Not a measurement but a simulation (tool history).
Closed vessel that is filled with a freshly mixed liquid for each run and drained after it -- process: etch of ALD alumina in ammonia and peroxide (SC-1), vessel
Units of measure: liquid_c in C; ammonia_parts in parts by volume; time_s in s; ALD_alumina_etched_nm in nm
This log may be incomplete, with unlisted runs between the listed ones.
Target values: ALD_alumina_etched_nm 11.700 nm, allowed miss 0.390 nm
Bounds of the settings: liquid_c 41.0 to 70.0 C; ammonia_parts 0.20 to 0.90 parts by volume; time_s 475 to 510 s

{"run": 1, "hour": 0.0, "liquid_c": 57.0, "ammonia_parts": 0.5, "time_s": 475, "ALD_alumina_etched_nm": 19.922}
{"run": 2, "hour": 7.5, "liquid_c": 55.0, "ammonia_parts": 0.5, "time_s": 475, "ALD_alumina_etched_nm": 18.005}
{"run": 3, "hour": 10.9, "liquid_c": 55.0, "ammonia_parts": 0.35, "time_s": 475, "ALD_alumina_etched_nm": 17.289}
{"run": 4, "hour": 15.0, "liquid_c": 53.5, "ammonia_parts": 0.35, "time_s": 475, "ALD_alumina_etched_nm": 15.654}
{"run": 5, "hour": 18.9, "liquid_c": 52.5, "ammonia_parts": 0.35, "time_s": 475, "ALD_alumina_etched_nm": 15.329}
{"run": 6, "hour": 20.2, "liquid_c": 52.5, "ammonia_parts": 0.45, "time_s": 475, "ALD_alumina_etched_nm": 15.484}
{"run": 7, "hour": 23.0, "liquid_c": 51.5, "ammonia_parts": 0.45, "time_s": 475, "ALD_alumina_etched_nm": 14.578}
{"run": 8, "hour": 31.8, "liquid_c": 50.5, "ammonia_parts": 0.45, "time_s": 475, "ALD_alumina_etched_nm": 13.845}
{"run": 9, "hour": 37.9, "liquid_c": 46.5, "ammonia_parts": 0.45, "time_s": 475, "ALD_alumina_etched_nm": 11.195}

Next run, 4 choices. One meets every target within its allowed miss, the rest don't. Which?
{"run": "A", "hour": 44.0, "liquid_c": 44.5, "ammonia_parts": 0.55, "time_s": 510, "ALD_alumina_etched_nm": "?"}
{"run": "B", "hour": 44.0, "liquid_c": 46.0, "ammonia_parts": 0.45, "time_s": 510, "ALD_alumina_etched_nm": "?"}
{"run": "C", "hour": 44.0, "liquid_c": 46.5, "ammonia_parts": 0.4, "time_s": 475, "ALD_alumina_etched_nm": "?"}
{"run": "D", "hour": 44.0, "liquid_c": 44.5, "ammonia_parts": 0.45, "time_s": 510, "ALD_alumina_etched_nm": "?"}

move=A ALD_alumina_etched_nm=10.813
move=B ALD_alumina_etched_nm=11.553
move=C ALD_alumina_etched_nm=10.945
move=D ALD_alumina_etched_nm=10.608
A: its largest miss is bigger than the last run's
B: meets every target
C: its largest miss is bigger than the last run's
D: its largest miss is bigger than the last run's
B meets every target.
